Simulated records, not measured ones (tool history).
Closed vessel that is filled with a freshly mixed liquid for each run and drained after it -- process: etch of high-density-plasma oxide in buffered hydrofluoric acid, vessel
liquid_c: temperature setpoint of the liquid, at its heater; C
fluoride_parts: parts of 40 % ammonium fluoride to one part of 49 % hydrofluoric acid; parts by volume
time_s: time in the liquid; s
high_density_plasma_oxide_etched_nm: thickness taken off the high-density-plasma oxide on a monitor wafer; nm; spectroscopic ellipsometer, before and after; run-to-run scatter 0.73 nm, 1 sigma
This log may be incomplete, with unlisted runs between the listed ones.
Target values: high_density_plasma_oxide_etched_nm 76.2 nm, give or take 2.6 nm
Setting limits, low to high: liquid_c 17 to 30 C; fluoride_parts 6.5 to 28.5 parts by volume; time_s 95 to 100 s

run  hour  liquid_c  fluoride_parts  time_s  high_density_plasma_oxide_etched_nm
  1     0        22            17.5      95                               93.176
  2   6.5        22            17.5      95                               95.351
  3  10.4        21            17.5      95                               88.911
  4  12.2        20            17.5      95                               84.032
  5  17.3        20            17.5      95                               84.737
  6  18.1        20              13      95                               113.06
  7  21.7        19              14      95                               98.655
  8    24      18.5            14.5      95                               94.418
  9  24.9        17            17.5      95                               70.594
 10  33.1      17.5            17.5      95                               72.436

Which one of the following 5 next-run settings gets every result inside its allowed miss? There is exactly one.
  A  41.3      17.5            16.5      95                                    ?
  B  41.3      17.5            16.5     100                                    ?
  C  41.3        17              16     100                                    ?
  D  41.3      19.5            18.5     100                                    ?
  E  41.3        17            15.5      95                                    ?

move  high_density_plasma_oxide_etched_nm
   A                               77.653
   B                                81.74
   C                               81.885
   D                               81.773
   E                               80.263
A: all results in spec
B: pushes the last run's worst result past its target
C: pushes the last run's worst result past its target
D: pushes the last run's worst result past its target
E: pushes the last run's worst result past its target
Move A is the one to make.

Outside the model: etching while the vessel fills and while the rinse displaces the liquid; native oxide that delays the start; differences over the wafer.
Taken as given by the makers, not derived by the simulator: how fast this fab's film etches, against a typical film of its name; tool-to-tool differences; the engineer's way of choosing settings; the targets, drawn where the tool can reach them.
